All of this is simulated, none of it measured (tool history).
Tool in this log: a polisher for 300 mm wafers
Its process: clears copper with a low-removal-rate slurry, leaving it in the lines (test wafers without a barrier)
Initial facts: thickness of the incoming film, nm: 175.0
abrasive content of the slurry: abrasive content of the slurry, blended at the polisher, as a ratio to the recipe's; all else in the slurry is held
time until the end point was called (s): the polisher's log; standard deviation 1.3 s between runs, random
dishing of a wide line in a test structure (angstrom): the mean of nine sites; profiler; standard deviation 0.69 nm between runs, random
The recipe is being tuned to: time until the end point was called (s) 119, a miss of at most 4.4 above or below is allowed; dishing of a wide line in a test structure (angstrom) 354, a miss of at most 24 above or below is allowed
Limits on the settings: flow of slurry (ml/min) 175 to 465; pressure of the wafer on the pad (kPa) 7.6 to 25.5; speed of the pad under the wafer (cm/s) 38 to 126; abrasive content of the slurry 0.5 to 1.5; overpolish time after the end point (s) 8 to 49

run    day  flow of slurry (ml/min)  pressure of the wafer on the pad (kPa)  speed of the pad under the wafer (cm/s)  abrasive content of the slurry  overpolish time after the end point (s)  time until the end point was called (s)  dishing of a wide line in a test structure (angstrom)
  1      0                      295                                    16.5                                       82                               1                                       25                                   80.924                                                  301.8
  2  0.192                      295                                    16.5                                       64                               1                                       25                                   99.861                                                 260.27
  3    0.3                      370                                    16.5                                       64                               1                                       25                                    95.63                                                 260.71
  4  0.429                      360                                    15.9                                       64                               1                                       28                                   100.53                                                 287.71
  5  0.479                      360                                    13.1                                       64                               1                                       28                                   111.84                                                 254.14
  6  0.704                      360                                    15.2                                       64                               1                                       28                                   104.06                                                 277.26
  7  1.067                      355                                    15.2                                       64                               1                                       30                                   104.83                                                  285.5
  8  1.204                      350                                    15.2                                       64                               1                                       32                                   103.85                                                 300.27
  9  1.279                      345                                    14.5                                       64                               1                                       34                                   106.58                                                 316.64
 10  1.367                      345                                    13.8                                       64                               1                                       35                                   110.48                                                 313.48
 11  1.496                      340                                    13.8                                       64                               1                                       36                                   110.15                                                 308.59
 12  1.775                      340                                    13.8                                       64                               1                                       38                                   111.42                                                  329.5
 13  1.858                      340                                    13.8                                       64                               1                                       39                                   108.65                                                 346.06
 14  2.117                      335                                    13.8                                       64                               1                                       40                                   109.33                                                 355.03
 15  2.146                      335                                    13.8                                       64                               1                                       41                                   107.99                                                 339.76
 16  2.238                      335                                    13.1                                       64                               1                                       42                                   113.67                                                 340.81
 17  2.329                      335                                    13.1                                       64                               1                                       43                                   111.87                                                 348.66
 18  2.675                      335                                    13.1                                       64                               1                                       44                                   114.53                                                 367.51

Exactly one of the 4 candidate moves below puts every result within its allowed miss. Which one?
  A  3.021                      445                                    13.1                                       62                            1.25                                       37                                        ?                                                      ?
  B  3.021                      320                                    15.9                                       54                             0.9                                       44                                        ?                                                      ?
  C  3.021                      360                                    12.4                                       68                            1.05                                       44                                        ?                                                      ?
  D  3.021                      310                                    13.1                                       72                            0.95                                       44                                        ?                                                      ?

move  time until the end point was called (s)  dishing of a wide line in a test structure (angstrom)
   A                                   108.75                                                 333.76
   B                                   118.17                                                 361.87
   C                                   108.41                                                 380.53
   D                                   103.28                                                 395.73
A: lands further from the targets than the last run did
B: every result within its allowed miss
C: lands further from the targets than the last run did
D: lands further from the targets than the last run did
The right move is B.

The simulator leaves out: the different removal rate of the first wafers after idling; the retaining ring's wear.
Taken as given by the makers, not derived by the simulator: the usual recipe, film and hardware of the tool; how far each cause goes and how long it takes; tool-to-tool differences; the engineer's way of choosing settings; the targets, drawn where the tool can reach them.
